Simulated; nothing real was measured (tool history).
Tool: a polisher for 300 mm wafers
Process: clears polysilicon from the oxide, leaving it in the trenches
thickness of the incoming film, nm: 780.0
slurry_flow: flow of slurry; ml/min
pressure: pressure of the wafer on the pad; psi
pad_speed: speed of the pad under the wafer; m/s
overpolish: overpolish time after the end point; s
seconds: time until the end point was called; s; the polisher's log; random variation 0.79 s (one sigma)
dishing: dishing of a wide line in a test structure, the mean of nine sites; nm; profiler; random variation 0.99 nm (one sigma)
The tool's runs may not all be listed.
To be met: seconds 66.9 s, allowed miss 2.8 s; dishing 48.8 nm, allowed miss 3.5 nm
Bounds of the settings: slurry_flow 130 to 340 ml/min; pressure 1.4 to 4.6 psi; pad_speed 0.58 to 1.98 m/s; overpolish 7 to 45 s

| run | hour | slurry_flow | pressure | pad_speed | overpolish | seconds | dishing |
|---|---|---|---|---|---|---|---|
| 1 | 0 | 220 | 3 | 1.28 | 23 | 37.653 | 48.006 |
| 2 | 6.7 | 220 | 3 | 1.28 | 32 | 37.285 | 49.81 |
| 3 | 9 | 220 | 3 | 1.4 | 32 | 34.844 | 46.332 |
| 4 | 10.2 | 220 | 2.8 | 1.38 | 32 | 36.986 | 49.21 |
| 5 | 18.2 | 205 | 2.7 | 1.32 | 28 | 38.983 | 46.874 |
| 6 | 24.3 | 240 | 2.7 | 1.32 | 28 | 38.84 | 49.579 |
| 7 | 29.7 | 230 | 2.5 | 1.28 | 27 | 42.44 | 46.332 |
| 8 | 30.5 | 245 | 2.4 | 1.22 | 29 | 45.757 | 48.942 |
| 9 | 35.7 | 245 | 2.3 | 1.2 | 29 | 47.854 | 48.917 |
| 10 | 42 | 245 | 2.2 | 1.18 | 29 | 50.615 | 51.205 |
| 11 | 50.1 | 240 | 2.1 | 1.18 | 28 | 51.575 | 49.044 |
| 12 | 51.4 | 270 | 1.4 | 1.08 | 34 | 71.482 | 48.511 |

Which of these 4 next moves meets every target?
| A | 52.7 | 235 | 2.2 | 0.96 | 25 | ? | ? |
| B | 52.7 | 245 | 1.4 | 1.2 | 18 | ? | ? |
| C | 52.7 | 280 | 1.4 | 1.06 | 35 | ? | ? |
| D | 52.7 | 240 | 1.9 | 1.08 | 36 | ? | ? |

| move | seconds | dishing |
|---|---|---|
| A | 60.691 | 48.817 |
| B | 66.501 | 48.421 |
| C | 73.516 | 48.841 |
| D | 60.315 | 48.852 |
A: takes the result that was furthest off past its target
B: meets every target
C: further off than the last run
D: takes the result that was furthest off past its target
Move B is the one to make.
